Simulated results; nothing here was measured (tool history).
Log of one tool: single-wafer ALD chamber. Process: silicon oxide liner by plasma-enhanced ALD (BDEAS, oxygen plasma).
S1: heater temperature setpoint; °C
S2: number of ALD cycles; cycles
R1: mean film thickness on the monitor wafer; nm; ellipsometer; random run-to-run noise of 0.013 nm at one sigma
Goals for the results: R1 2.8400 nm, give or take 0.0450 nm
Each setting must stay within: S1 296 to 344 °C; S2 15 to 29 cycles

Run 1, day 0.000: S1 320 °C, S2 22 cycles. Result: R1 2.2657 nm.
Run 2, day 0.100: S1 315 °C, S2 22 cycles. Result: R1 2.2505 nm.
Run 3, day 0.383: S1 315 °C, S2 21 cycles. Result: R1 2.1678 nm.
Run 4, day 0.425: S1 315 °C, S2 22 cycles. Result: R1 2.2916 nm.
Run 5, day 0.542: S1 313 °C, S2 23 cycles. Result: R1 2.3720 nm.
Run 6, day 0.738: S1 313 °C, S2 21 cycles. Result: R1 2.1601 nm.
Run 7, day 0.917: S1 313 °C, S2 22 cycles. Result: R1 2.2649 nm.
Run 8, day 0.971: S1 313 °C, S2 23 cycles. Result: R1 2.3765 nm.
Run 9, day 1.212: S1 313 °C, S2 24 cycles. Result: R1 2.4890 nm.
Run 10, day 1.488: S1 313 °C, S2 25 cycles. Result: R1 2.5925 nm.
Run 11, day 1.821: S1 313 °C, S2 26 cycles. Result: R1 2.6812 nm.
Run 12, day 2.029: S1 313 °C, S2 27 cycles. Result: R1 2.7973 nm.
Run 13, day 2.192: S1 312 °C, S2 27 cycles. Result: R1 2.7624 nm.
Run 14, day 2.433: S1 312 °C, S2 28 cycles. Result: R1 2.8959 nm.
Run 15, day 2.508: S1 313 °C, S2 28 cycles. Result: R1 2.9075 nm.
Run 16, day 2.554: S1 313 °C, S2 27 cycles. Result: R1 2.7718 nm.
Run 17, day 2.842: S1 311 °C, S2 28 cycles. Result: R1 2.9007 nm.

5 candidate next runs follow, results not yet known. Just one meets every target within its allowed miss. Identify it.
Run A, day 3.129: S1 296 °C, S2 28 cycles. Result: R1 ?.
Run B, day 3.129: S1 313 °C, S2 29 cycles. Result: R1 ?.
Run C, day 3.129: S1 314 °C, S2 29 cycles. Result: R1 ?.
Run D, day 3.129: S1 318 °C, S2 29 cycles. Result: R1 ?.
Run E, day 3.129: S1 303 °C, S2 27 cycles. Result: R1 ?.

move      R1
   A  2.9394
   B  2.9733
   C  2.9696
   D  2.9546
   E  2.8030
A: lands further from the targets than the last run did
B: lands further from the targets than the last run did
C: lands further from the targets than the last run did
D: lands further from the targets than the last run did
E: all results in spec
The move that meets every target is E.
